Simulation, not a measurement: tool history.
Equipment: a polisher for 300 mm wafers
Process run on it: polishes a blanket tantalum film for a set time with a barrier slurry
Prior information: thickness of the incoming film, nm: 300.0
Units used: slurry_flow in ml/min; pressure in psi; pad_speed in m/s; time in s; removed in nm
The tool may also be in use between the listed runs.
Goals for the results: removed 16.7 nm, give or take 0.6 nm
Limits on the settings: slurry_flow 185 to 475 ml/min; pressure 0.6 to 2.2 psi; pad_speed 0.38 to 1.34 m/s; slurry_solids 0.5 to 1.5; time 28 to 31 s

| run | hour | slurry_flow | pressure | pad_speed | slurry_solids | time | removed |
|---|---|---|---|---|---|---|---|
| 1 | 0 | 305 | 1.4 | 0.86 | 1 | 31 | 35.801 |
| 2 | 2 | 305 | 1 | 0.86 | 1 | 31 | 25.543 |
| 3 | 5 | 305 | 1 | 0.86 | 1 | 31 | 25.508 |
| 4 | 13.7 | 305 | 1 | 0.86 | 0.85 | 31 | 24.854 |
| 5 | 22.2 | 305 | 0.9 | 0.86 | 0.85 | 31 | 22.491 |
| 6 | 22.7 | 305 | 0.7 | 0.84 | 0.85 | 31 | 17.652 |
| 7 | 23.8 | 305 | 0.6 | 0.84 | 0.85 | 31 | 15.542 |
|  | 24.5 | head pressure recalibrated |
| 8 | 24.5 | 305 | 0.7 | 0.84 | 0.85 | 31 | 15.659 |
| 9 | 28.7 | 305 | 0.8 | 0.84 | 0.85 | 31 | 17.872 |
| 10 | 31.8 | 305 | 0.7 | 0.84 | 0.85 | 31 | 15.852 |

Which of these 5 next moves meets every target?
| A | 34.9 | 270 | 0.7 | 0.86 | 0.85 | 28 | ? |
| B | 34.9 | 295 | 0.6 | 1 | 0.5 | 31 | ? |
| C | 34.9 | 250 | 1 | 0.6 | 1 | 29 | ? |
| D | 34.9 | 295 | 0.7 | 0.96 | 0.85 | 29 | ? |
| E | 34.9 | 285 | 0.8 | 0.82 | 0.75 | 28 | ? |

| move | removed |
|---|---|
| A | 14.437 |
| B | 14.56 |
| C | 15.065 |
| D | 16.797 |
| E | 15.281 |
A: lands further from the targets than the last run did
B: lands further from the targets than the last run did
C: lands further from the targets than the last run did
D: all results in spec
E: lands further from the targets than the last run did
Move D is the one to make.
